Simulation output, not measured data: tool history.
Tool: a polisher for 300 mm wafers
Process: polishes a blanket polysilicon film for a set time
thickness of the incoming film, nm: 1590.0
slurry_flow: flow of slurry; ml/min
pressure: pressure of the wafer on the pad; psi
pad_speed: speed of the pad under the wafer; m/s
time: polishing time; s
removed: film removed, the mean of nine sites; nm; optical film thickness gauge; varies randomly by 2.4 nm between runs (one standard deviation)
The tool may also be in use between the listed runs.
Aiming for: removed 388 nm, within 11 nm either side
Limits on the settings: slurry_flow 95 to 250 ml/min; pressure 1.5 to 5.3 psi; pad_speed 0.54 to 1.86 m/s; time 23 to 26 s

| run | hour | slurry_flow | pressure | pad_speed | time | removed |
|---|---|---|---|---|---|---|
| 1 | 0 | 160 | 3.4 | 1.18 | 26 | 308.28 |
| 2 | 7.8 | 145 | 3.4 | 1.18 | 26 | 305.84 |
| 3 | 9.2 | 150 | 3.6 | 1.18 | 26 | 326.04 |
| 4 | 15 | 155 | 3.8 | 1.18 | 26 | 339.64 |
| 5 | 18.6 | 155 | 3 | 1.18 | 26 | 281.16 |
| 6 | 19.7 | 155 | 3.5 | 1.18 | 26 | 317.4 |
| 7 | 26 | 160 | 3.7 | 1.18 | 26 | 337.29 |
| 8 | 27.3 | 170 | 3.8 | 1.18 | 26 | 346.19 |
| 9 | 30 | 175 | 3.9 | 1.18 | 26 | 358.19 |
| 10 | 33.6 | 180 | 4 | 1.18 | 26 | 366.85 |
| 11 | 35.7 | 180 | 4.1 | 1.18 | 26 | 369.18 |

Which single option among these 4 for the next run brings every result within its allowed miss of target? Just one does.
| A | 37.8 | 210 | 4.5 | 1.1 | 26 | ? |
| B | 37.8 | 130 | 3.9 | 1.46 | 26 | ? |
| C | 37.8 | 170 | 4.1 | 1.08 | 26 | ? |
| D | 37.8 | 140 | 4.5 | 1.12 | 26 | ? |

| move | removed |
|---|---|
| A | 385.25 |
| B | 413.27 |
| C | 338.86 |
| D | 366.31 |
A: every result within its allowed miss
B: moves the result that the last run missed by most past its target, out the other side
C: its largest miss is bigger than the last run's
D: its largest miss is bigger than the last run's
So the answer is move A, the one that meets all the targets.
